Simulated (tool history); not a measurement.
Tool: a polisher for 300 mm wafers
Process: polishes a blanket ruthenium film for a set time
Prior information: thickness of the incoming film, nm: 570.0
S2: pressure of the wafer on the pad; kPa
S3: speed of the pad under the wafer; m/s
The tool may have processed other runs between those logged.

Run 1, hour 0.0: flow of slurry (ml/min) 195, S2 13.1 kPa, S3 0.96 m/s, polishing time (s) 100. Result: film removed (angstrom) 1168.1.
Run 2, hour 2.3: flow of slurry (ml/min) 145, S2 13.1 kPa, S3 0.96 m/s, polishing time (s) 100. Result: film removed (angstrom) 1146.9.
Run 3, hour 6.5: flow of slurry (ml/min) 145, S2 14.5 kPa, S3 0.96 m/s, polishing time (s) 100. Result: film removed (angstrom) 1227.6.
Run 4, hour 14.9: flow of slurry (ml/min) 145, S2 16.5 kPa, S3 0.96 m/s, polishing time (s) 100. Result: film removed (angstrom) 1350.8.
Run 5, hour 19.8: flow of slurry (ml/min) 145, S2 16.5 kPa, S3 0.96 m/s, polishing time (s) 105. Result: film removed (angstrom) 1400.8.
Run 6, hour 21.4: flow of slurry (ml/min) 145, S2 17.2 kPa, S3 0.96 m/s, polishing time (s) 105. Result: film removed (angstrom) 1454.5.
Run 7, hour 27.5: flow of slurry (ml/min) 145, S2 17.9 kPa, S3 0.96 m/s, polishing time (s) 105. Result: film removed (angstrom) 1518.7.

Predict the results of run 8:
Run 8, hour 30.5: flow of slurry (ml/min) 145, S2 18.6 kPa, S3 0.96 m/s, polishing time (s) 105. Result: film removed (angstrom) ?.

Logged for run 8: film removed (angstrom) 1494.5.

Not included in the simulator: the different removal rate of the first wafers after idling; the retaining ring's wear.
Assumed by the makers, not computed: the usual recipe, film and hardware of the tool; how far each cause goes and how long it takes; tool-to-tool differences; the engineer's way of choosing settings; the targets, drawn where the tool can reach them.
